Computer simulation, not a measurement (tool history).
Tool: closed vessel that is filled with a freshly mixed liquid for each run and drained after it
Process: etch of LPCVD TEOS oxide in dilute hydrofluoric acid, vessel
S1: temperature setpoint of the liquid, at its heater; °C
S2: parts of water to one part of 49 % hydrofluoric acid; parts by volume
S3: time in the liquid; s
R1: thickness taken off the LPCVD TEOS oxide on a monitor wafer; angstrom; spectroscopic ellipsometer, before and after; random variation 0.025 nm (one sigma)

Run 1, day 0.000: S1 25.0 °C, S2 280 parts by volume, S3 75 s. Result: R1 101.460 angstrom.
Run 2, day 0.362: S1 23.0 °C, S2 295 parts by volume, S3 75 s. Result: R1 88.128 angstrom.
Run 3, day 0.525: S1 21.5 °C, S2 295 parts by volume, S3 75 s. Result: R1 82.869 angstrom.
Run 4, day 0.575: S1 20.0 °C, S2 300 parts by volume, S3 75 s. Result: R1 77.456 angstrom.
Run 5, day 0.642: S1 17.5 °C, S2 300 parts by volume, S3 75 s. Result: R1 70.275 angstrom.
Run 6, day 0.846: S1 17.5 °C, S2 305 parts by volume, S3 75 s. Result: R1 69.598 angstrom.

Run 7 comes next. What will it give?
Run 7, day 1.021: S1 17.5 °C, S2 310 parts by volume, S3 75 s. Result: R1 ?.

R1: 67.914 angstrom
